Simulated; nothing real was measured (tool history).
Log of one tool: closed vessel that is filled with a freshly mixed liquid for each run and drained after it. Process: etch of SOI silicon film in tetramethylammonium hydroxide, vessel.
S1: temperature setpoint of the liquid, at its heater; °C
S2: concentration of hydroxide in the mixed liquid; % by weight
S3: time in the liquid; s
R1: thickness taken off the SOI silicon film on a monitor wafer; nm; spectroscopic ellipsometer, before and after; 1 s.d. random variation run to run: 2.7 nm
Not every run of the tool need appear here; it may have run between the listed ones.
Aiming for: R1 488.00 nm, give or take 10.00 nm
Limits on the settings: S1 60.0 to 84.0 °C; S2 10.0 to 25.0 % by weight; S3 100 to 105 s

run 1 day=0.000 | S1=73.0 S2=19.0 S3=100 | R1=775.45
run 2 day=0.242 | S1=73.0 S2=19.0 S3=100 | R1=775.06
run 3 day=0.458 | S1=73.0 S2=19.0 S3=105 | R1=816.09
run 4 day=0.479 | S1=73.0 S2=15.5 S3=105 | R1=871.97
run 5 day=0.633 | S1=70.5 S2=15.5 S3=105 | R1=757.36
run 6 day=0.700 | S1=69.0 S2=15.5 S3=105 | R1=692.76
run 7 day=0.871 | S1=67.5 S2=15.5 S3=105 | R1=639.44
run 8 day=1.192 | S1=66.5 S2=15.5 S3=105 | R1=603.98
run 9 day=1.442 | S1=66.5 S2=15.5 S3=105 | R1=607.84
run 10 day=1.579 | S1=66.5 S2=15.5 S3=105 | R1=603.40
run 11 day=1.904 | S1=65.5 S2=15.5 S3=105 | R1=568.17
run 12 day=2.246 | S1=65.0 S2=15.5 S3=105 | R1=549.61
run 13 day=2.354 | S1=62.5 S2=15.5 S3=105 | R1=475.03

Pick the move, out of 5, that brings all results within their allowed miss; only one does.
run A day=2.462 | S1=61.0 S2=13.5 S3=105 | R1=?
run B day=2.462 | S1=60.5 S2=10.5 S3=100 | R1=?
run C day=2.462 | S1=63.5 S2=16.5 S3=100 | R1=?
run D day=2.462 | S1=62.0 S2=15.5 S3=105 | R1=?
run E day=2.462 | S1=63.5 S2=16.5 S3=105 | R1=?

move=A R1=461.58
move=B R1=471.91
move=C R1=469.12
move=D R1=459.53
move=E R1=492.58
A: its largest miss is bigger than the last run's
B: its largest miss is bigger than the last run's
C: its largest miss is bigger than the last run's
D: its largest miss is bigger than the last run's
E: every result within its allowed miss
The move that meets every target is E.
